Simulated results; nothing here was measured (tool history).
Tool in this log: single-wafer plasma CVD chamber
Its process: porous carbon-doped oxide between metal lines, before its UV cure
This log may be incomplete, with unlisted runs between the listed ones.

run  hour  heater temperature setpoint (°C)  RF power (kW)  deposition time (s)  mean film thickness on the monitor wafer (Å)
  1   0.0                               325          0.490                 24.6                                       1119.80
  2   1.0                               327          0.470                 24.4                                       1049.70
  3   9.7                               330          0.460                 24.4                                       1012.70
  4  17.9                               333          0.455                 24.4                                        983.00
  5  26.8                               335          0.450                 24.4                                        962.27
  6  30.2                               337          0.445                 24.4                                        939.57
  7  33.7                               338          0.445                 24.4                                        930.71
  8  35.7                               339          0.445                 24.4                                        930.04
  9  39.8                               340          0.445                 24.4                                        925.10
 10  44.4                               341          0.445                 24.4                                        922.70

Run 11, settings as shown, results not yet in. Your forecast:
 11  45.2                               342          0.445                 24.4                                             ?

mean film thickness on the monitor wafer (Å): 918.24
